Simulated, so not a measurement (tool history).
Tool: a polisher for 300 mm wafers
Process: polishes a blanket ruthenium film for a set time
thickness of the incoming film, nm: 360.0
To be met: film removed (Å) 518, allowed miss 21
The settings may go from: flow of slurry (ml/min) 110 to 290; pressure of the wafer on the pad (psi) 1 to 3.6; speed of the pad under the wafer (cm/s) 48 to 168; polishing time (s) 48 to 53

run,hour,flow of slurry (ml/min),pressure of the wafer on the pad (psi),speed of the pad under the wafer (cm/s),polishing time (s),film removed (Å)
1,0,185,2.3,108,53,654.02
2,7.8,185,2.3,108,48,590.27
3,9.8,185,2.7,108,48,645.4
4,13.8,185,2.3,108,48,586.49
5,16.3,230,2.3,108,48,604.08
6,19.6,270,2.3,108,48,615.25
7,20.5,270,2.2,108,48,584.94
8,27.7,270,2,108,48,545.86

5 next moves are on the table. One of them brings every result within its allowed miss. Which?
A,34.9,255,2.2,78,48,?
B,34.9,275,2,88,48,?
C,34.9,270,2.1,94,48,?
D,34.9,270,2.3,102,49,?
E,34.9,240,2,88,48,?

move,film removed (Å)
A,485.34
B,487.97
C,524.84
D,602.67
E,480.84
A: takes the result that was furthest off past its target
B: takes the result that was furthest off past its target
C: meets every target
D: further off than the last run
E: takes the result that was furthest off past its target
Move C is the one to make.

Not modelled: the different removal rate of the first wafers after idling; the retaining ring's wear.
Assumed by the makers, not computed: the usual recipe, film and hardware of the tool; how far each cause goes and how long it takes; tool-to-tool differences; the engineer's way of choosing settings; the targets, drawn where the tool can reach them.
